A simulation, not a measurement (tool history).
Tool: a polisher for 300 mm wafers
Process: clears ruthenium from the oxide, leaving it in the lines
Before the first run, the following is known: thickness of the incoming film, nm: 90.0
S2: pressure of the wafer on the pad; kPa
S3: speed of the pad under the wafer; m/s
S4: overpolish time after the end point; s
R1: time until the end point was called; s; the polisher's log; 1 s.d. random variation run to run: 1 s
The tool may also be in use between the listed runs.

Run 1, hour 0.0: flow of slurry (ml/min) 260, S2 9.7 kPa, S3 0.98 m/s, S4 10 s. Result: R1 116.72 s.
Run 2, hour 5.6: flow of slurry (ml/min) 260, S2 9.7 kPa, S3 0.76 m/s, S4 10 s. Result: R1 153.71 s.
Run 3, hour 6.6: flow of slurry (ml/min) 260, S2 11.0 kPa, S3 0.80 m/s, S4 10 s. Result: R1 129.54 s.
Run 4, hour 10.8: flow of slurry (ml/min) 260, S2 12.4 kPa, S3 0.86 m/s, S4 10 s. Result: R1 106.48 s.
Run 5, hour 15.7: flow of slurry (ml/min) 260, S2 12.4 kPa, S3 0.66 m/s, S4 10 s. Result: R1 139.37 s.
Run 6, hour 19.0: flow of slurry (ml/min) 260, S2 13.1 kPa, S3 0.76 m/s, S4 10 s. Result: R1 115.33 s.
Run 7, hour 21.1: flow of slurry (ml/min) 260, S2 13.8 kPa, S3 0.82 m/s, S4 10 s. Result: R1 102.66 s.
Run 8, hour 29.8: flow of slurry (ml/min) 260, S2 13.8 kPa, S3 0.82 m/s, S4 10 s. Result: R1 101.15 s.

Run 9 is up next; what results do you expect?
Run 9, hour 38.2: flow of slurry (ml/min) 260, S2 14.5 kPa, S3 0.88 m/s, S4 10 s. Result: R1 ?.

Run 9 produced R1 87.31 s.
